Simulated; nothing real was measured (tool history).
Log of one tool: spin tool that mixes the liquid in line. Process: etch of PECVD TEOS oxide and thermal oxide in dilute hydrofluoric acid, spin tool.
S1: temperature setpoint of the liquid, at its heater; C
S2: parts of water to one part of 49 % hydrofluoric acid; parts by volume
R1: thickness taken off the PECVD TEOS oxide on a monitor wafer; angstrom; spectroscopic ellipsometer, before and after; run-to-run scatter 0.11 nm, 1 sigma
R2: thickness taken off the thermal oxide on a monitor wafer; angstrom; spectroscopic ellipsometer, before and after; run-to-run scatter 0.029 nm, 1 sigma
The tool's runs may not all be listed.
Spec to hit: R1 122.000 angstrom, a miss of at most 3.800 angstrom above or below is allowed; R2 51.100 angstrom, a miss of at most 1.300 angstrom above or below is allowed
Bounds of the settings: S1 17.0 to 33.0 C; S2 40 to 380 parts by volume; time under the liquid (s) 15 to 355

{"run": 1, "hour": 0.0, "S1": 25.0, "S2": 210, "time under the liquid (s)": 180, "R1": 91.324, "R2": 38.317}
{"run": 2, "hour": 0.7, "S1": 27.0, "S2": 210, "time under the liquid (s)": 180, "R1": 98.637, "R2": 41.174}
{"run": 3, "hour": 9.7, "S1": 28.5, "S2": 210, "time under the liquid (s)": 180, "R1": 105.39, "R2": 43.548}
{"run": 4, "hour": 17.3, "S1": 26.0, "S2": 210, "time under the liquid (s)": 180, "R1": 95.39, "R2": 39.911}
{"run": 5, "hour": 18.2, "S1": 23.5, "S2": 210, "time under the liquid (s)": 180, "R1": 86.126, "R2": 36.491}
{"run": 6, "hour": 22.8, "S1": 25.5, "S2": 210, "time under the liquid (s)": 180, "R1": 94.11, "R2": 39.357}
{"run": 7, "hour": 30.9, "S1": 27.0, "S2": 210, "time under the liquid (s)": 180, "R1": 99.983, "R2": 41.506}
{"run": 8, "hour": 38.9, "S1": 28.0, "S2": 210, "time under the liquid (s)": 180, "R1": 100.91, "R2": 42.677}
{"run": 9, "hour": 39.6, "S1": 29.0, "S2": 210, "time under the liquid (s)": 180, "R1": 105.4, "R2": 44.398}
{"run": 10, "hour": 41.6, "S1": 30.0, "S2": 210, "time under the liquid (s)": 180, "R1": 107.55, "R2": 45.334}
{"run": 11, "hour": 50.4, "S1": 33.0, "S2": 200, "time under the liquid (s)": 180, "R1": 130.15, "R2": 53.723}
{"run": 12, "hour": 54.8, "S1": 32.5, "S2": 200, "time under the liquid (s)": 180, "R1": 126.69, "R2": 52.905}

Which of these 4 next moves meets every target?
{"run": "A", "hour": 59.2, "S1": 33.0, "S2": 130, "time under the liquid (s)": 105, "R1": "?", "R2": "?"}
{"run": "B", "hour": 59.2, "S1": 25.0, "S2": 210, "time under the liquid (s)": 220, "R1": "?", "R2": "?"}
{"run": "C", "hour": 59.2, "S1": 32.5, "S2": 185, "time under the liquid (s)": 170, "R1": "?", "R2": "?"}
{"run": "D", "hour": 59.2, "S1": 33.0, "S2": 190, "time under the liquid (s)": 160, "R1": "?", "R2": "?"}

move=A R1=128.240 R2=53.414
move=B R1=113.000 R2=47.064
move=C R1=132.920 R2=55.364
move=D R1=123.070 R2=51.262
A: lands further from the targets than the last run did
B: carries the result that was furthest off beyond its target, to the other side
C: lands further from the targets than the last run did
D: in spec on every target
The right move is D.
